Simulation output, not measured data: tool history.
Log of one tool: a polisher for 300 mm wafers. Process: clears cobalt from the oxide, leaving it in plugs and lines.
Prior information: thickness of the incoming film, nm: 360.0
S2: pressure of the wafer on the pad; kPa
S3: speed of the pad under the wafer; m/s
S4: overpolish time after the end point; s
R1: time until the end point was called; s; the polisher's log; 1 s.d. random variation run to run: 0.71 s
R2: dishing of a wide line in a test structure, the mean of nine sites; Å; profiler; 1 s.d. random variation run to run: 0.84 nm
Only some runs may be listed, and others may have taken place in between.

run 1 hour=0.0 | flow_of_slurry_(ml/min)=315 S2=17.2 S3=0.84 S4=18 | R1=71.500 R2=375.36
run 2 hour=0.6 | flow_of_slurry_(ml/min)=315 S2=18.6 S3=0.84 S4=18 | R1=67.526 R2=375.14
run 3 hour=5.1 | flow_of_slurry_(ml/min)=315 S2=16.5 S3=0.84 S4=18 | R1=75.176 R2=361.40
run 4 hour=10.5 | flow_of_slurry_(ml/min)=315 S2=16.5 S3=0.84 S4=15 | R1=73.481 R2=343.11
run 5 hour=18.2 | flow_of_slurry_(ml/min)=315 S2=16.5 S3=0.72 S4=15 | R1=86.248 R2=323.04
run 6 hour=20.2 | flow_of_slurry_(ml/min)=315 S2=16.5 S3=0.64 S4=15 | R1=99.632 R2=297.46

Forecast run 7:
run 7 hour=26.5 | flow_of_slurry_(ml/min)=315 S2=19.3 S3=0.66 S4=15 | R1=? R2=?

For run 7 the tool returned R1 83.701 s, R2 322.14 Å.

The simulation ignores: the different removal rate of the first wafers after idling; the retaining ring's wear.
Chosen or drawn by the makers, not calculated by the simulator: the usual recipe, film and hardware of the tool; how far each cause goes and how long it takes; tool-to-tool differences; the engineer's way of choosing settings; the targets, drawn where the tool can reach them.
